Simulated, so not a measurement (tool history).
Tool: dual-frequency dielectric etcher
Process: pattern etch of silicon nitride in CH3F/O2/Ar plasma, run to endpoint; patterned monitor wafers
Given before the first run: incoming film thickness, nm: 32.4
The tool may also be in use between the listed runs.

| run | hour | source power (kW) | bias power (kW) | endpoint time (s) |
|---|---|---|---|---|
| 1 | 0.0 | 0.450 | 0.070 | 45.071 |
| 2 | 7.1 | 0.510 | 0.070 | 42.369 |
| 3 | 13.3 | 0.520 | 0.071 | 41.706 |
| 4 | 14.6 | 0.530 | 0.072 | 41.544 |
| 5 | 16.9 | 0.540 | 0.074 | 40.448 |
| 6 | 24.9 | 0.550 | 0.075 | 39.931 |
| 7 | 29.6 | 0.560 | 0.076 | 39.434 |
| 8 | 30.2 | 0.570 | 0.077 | 38.927 |

Expected results for the next run?
| 9 | 36.5 | 0.580 | 0.078 | ? |

{"run 9": {"endpoint time (s)": 38.343}}

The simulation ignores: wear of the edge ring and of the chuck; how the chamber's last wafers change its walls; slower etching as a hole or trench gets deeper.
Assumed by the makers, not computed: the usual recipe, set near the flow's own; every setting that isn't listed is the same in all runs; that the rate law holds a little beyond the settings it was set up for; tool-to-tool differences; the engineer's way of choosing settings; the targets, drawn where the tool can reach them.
